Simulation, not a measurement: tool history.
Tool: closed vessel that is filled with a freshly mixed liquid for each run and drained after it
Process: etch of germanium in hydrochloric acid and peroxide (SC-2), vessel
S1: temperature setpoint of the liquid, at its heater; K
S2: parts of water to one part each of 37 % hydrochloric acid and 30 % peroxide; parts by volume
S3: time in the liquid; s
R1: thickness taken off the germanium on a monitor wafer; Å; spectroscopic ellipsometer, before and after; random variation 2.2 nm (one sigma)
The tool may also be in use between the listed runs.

run	day	S1	S2	S3	R1
1	0	328.15	6	95	1683.5
2	0.238	328.15	7.5	95	1632.6
3	0.529	332.15	7.5	95	1869
4	0.604	329.15	7.5	95	1721.2
5	0.85	330.15	7.5	95	1758.3
6	1.108	331.15	7.5	95	1840.6

Forecast run 7:
7	1.212	331.65	7.5	95	?

R1: 1855.5 Å
